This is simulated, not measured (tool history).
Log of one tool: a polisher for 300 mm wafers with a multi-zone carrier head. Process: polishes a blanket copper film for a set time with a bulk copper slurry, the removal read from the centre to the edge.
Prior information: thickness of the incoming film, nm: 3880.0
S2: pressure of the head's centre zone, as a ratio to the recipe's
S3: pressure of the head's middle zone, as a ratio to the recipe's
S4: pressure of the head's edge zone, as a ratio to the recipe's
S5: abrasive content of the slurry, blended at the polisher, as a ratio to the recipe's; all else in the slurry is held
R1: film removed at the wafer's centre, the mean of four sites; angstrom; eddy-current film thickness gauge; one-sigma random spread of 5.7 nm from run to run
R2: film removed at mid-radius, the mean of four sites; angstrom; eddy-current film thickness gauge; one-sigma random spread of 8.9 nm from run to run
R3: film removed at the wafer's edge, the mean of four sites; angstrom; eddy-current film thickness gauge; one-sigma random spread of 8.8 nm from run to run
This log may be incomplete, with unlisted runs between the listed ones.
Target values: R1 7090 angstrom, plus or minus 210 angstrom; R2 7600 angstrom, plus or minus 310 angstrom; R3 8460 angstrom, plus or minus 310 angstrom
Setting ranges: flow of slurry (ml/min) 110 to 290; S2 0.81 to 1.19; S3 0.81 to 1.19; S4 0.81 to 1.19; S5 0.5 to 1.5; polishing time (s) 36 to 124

run 1 day=0 | flow_of_slurry_(ml/min)=185 S2=1 S3=1 S4=1 S5=1 polishing_time_(s)=79 | R1=6572.7 R2=6709 R3=6501.6
run 2 day=0.283 | flow_of_slurry_(ml/min)=190 S2=0.98 S3=0.99 S4=1.03 S5=1.1 polishing_time_(s)=80 | R1=6652.8 R2=7002 R3=6844
run 3 day=0.575 | flow_of_slurry_(ml/min)=195 S2=0.97 S3=0.97 S4=1.06 S5=1.15 polishing_time_(s)=81 | R1=6726.7 R2=6803.7 R3=7173.5
run 4 day=0.871 | flow_of_slurry_(ml/min)=195 S2=0.89 S3=0.97 S4=1.06 S5=1.15 polishing_time_(s)=81 | R1=6221.7 R2=6897.1 R3=7132.3
run 5 day=1.112 | flow_of_slurry_(ml/min)=205 S2=0.9 S3=0.97 S4=1.08 S5=1.2 polishing_time_(s)=81 | R1=6345.2 R2=6948.9 R3=7263.9
run 6 day=1.317 | flow_of_slurry_(ml/min)=205 S2=0.86 S3=0.97 S4=1.08 S5=1.2 polishing_time_(s)=81 | R1=6175.6 R2=6974.2 R3=7227.3
run 7 day=1.529 | flow_of_slurry_(ml/min)=210 S2=0.87 S3=0.97 S4=1.1 S5=1.25 polishing_time_(s)=82 | R1=6344.5 R2=6992.7 R3=7596.4
run 8 day=1.629 | flow_of_slurry_(ml/min)=255 S2=0.93 S3=1.04 S4=1.15 S5=1.4 polishing_time_(s)=83 | R1=7126.9 R2=7964.6 R3=7985.5
run 9 day=1.838 | flow_of_slurry_(ml/min)=250 S2=0.92 S3=1.03 S4=1.16 S5=1.4 polishing_time_(s)=83 | R1=6992 R2=7782.2 R3=7927.6

Of the 5 settings listed for the next run, only one would bring every result within its allowed miss of target. Which one?
run A day=2.046 | flow_of_slurry_(ml/min)=225 S2=0.94 S3=1.06 S4=1.17 S5=1.4 polishing_time_(s)=80 | R1=? R2=? R3=?
run B day=2.046 | flow_of_slurry_(ml/min)=255 S2=1.02 S3=1.05 S4=1.14 S5=1.4 polishing_time_(s)=76 | R1=? R2=? R3=?
run C day=2.046 | flow_of_slurry_(ml/min)=205 S2=0.88 S3=0.99 S4=1.17 S5=1.15 polishing_time_(s)=85 | R1=? R2=? R3=?
run D day=2.046 | flow_of_slurry_(ml/min)=290 S2=1.02 S3=1.12 S4=1.09 S5=1.5 polishing_time_(s)=75 | R1=? R2=? R3=?
run E day=2.046 | flow_of_slurry_(ml/min)=195 S2=0.91 S3=0.96 S4=1.19 S5=1.4 polishing_time_(s)=88 | R1=? R2=? R3=?

move=A R1=6768 R2=7560.5 R3=7673.6
move=B R1=6985.7 R2=7205.3 R3=7255.6
move=C R1=6522.1 R2=7285.4 R3=7858.5
move=D R1=7064.5 R2=7686.7 R3=7132.3
move=E R1=7125.4 R2=7543.7 R3=8440.4
A: misses by more than the last run did
B: misses by more than the last run did
C: misses by more than the last run did
D: misses by more than the last run did
E: each result inside its tolerance
Correct choice: E, which meets every target
